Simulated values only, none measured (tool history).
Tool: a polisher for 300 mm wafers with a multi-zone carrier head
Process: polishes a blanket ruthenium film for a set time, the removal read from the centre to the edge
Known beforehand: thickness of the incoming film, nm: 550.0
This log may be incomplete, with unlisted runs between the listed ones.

run  hour  flow of slurry (ml/min)  pressure of the head's centre zone  pressure of the head's middle zone  pressure of the head's edge zone  polishing time (s)  film removed at the wafer's centre (Å)  film removed at mid-radius (Å)  film removed at the wafer's edge (Å)
  1   0.0                      250                                1.00                                1.00                              1.00                  77                                  888.34                          863.85                                874.19
  2   4.4                      240                                0.99                                0.97                              0.96                  66                                  757.66                          736.06                                746.48
  3   6.8                      240                                0.99                                1.02                              0.96                  66                                  752.04                          760.51                                745.03
  4  13.3                      240                                0.99                                0.97                              0.96                  66                                  757.03                          726.66                                731.82
  5  15.3                      230                                0.97                                0.93                              0.93                  59                                  662.40                          627.36                                652.39
  6  21.1                      225                                0.97                                0.91                              0.90                  54                                  596.01                          563.99                                593.27

What will run 7 give?
     24.7  -- worn pad replaced by a new one
  7  24.7                      220                                0.98                                0.90                              0.87                  51                                       ?                               ?                                     ?

Run 7 yielded film removed at the wafer's centre (Å) 619.48, film removed at mid-radius (Å) 566.12, film removed at the wafer's edge (Å) 603.66.

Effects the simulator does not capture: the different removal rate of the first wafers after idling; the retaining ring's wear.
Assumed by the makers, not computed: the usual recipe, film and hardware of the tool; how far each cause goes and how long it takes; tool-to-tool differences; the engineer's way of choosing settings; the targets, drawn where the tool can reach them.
